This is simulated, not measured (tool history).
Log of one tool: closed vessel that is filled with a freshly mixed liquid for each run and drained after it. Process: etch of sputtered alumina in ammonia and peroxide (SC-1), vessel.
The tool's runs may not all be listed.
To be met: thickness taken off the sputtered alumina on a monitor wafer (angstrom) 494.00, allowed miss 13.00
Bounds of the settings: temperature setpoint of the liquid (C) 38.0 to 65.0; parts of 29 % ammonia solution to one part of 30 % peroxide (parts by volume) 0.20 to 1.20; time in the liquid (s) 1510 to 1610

run	hour	temperature setpoint of the liquid (C)	parts of 29 % ammonia solution to one part of 30 % peroxide (parts by volume)	time in the liquid (s)	thickness taken off the sputtered alumina on a monitor wafer (angstrom)
1	0.0	49.0	0.90	1510	782.36
2	3.0	47.5	0.90	1510	722.84
3	7.5	47.5	0.90	1610	765.87
4	15.8	43.5	0.90	1610	608.53
5	18.9	38.0	0.90	1610	446.92
6	20.0	38.0	0.65	1610	425.95
7	24.2	38.5	0.65	1610	440.73
8	26.3	39.0	0.65	1610	452.49

Which of these 5 next moves meets every target?
A	28.4	39.0	0.75	1510	?
B	28.4	40.5	0.55	1530	?
C	28.4	40.0	0.75	1610	?
D	28.4	38.0	0.45	1530	?
E	28.4	38.5	0.55	1530	?

move	thickness taken off the sputtered alumina on a monitor wafer (angstrom)
A	434.67
B	467.21
C	491.73
D	395.14
E	415.01
A: further off than the last run
B: nearer than the last run, and not there yet
C: meets every target
D: further off than the last run
E: further off than the last run
Answer: C
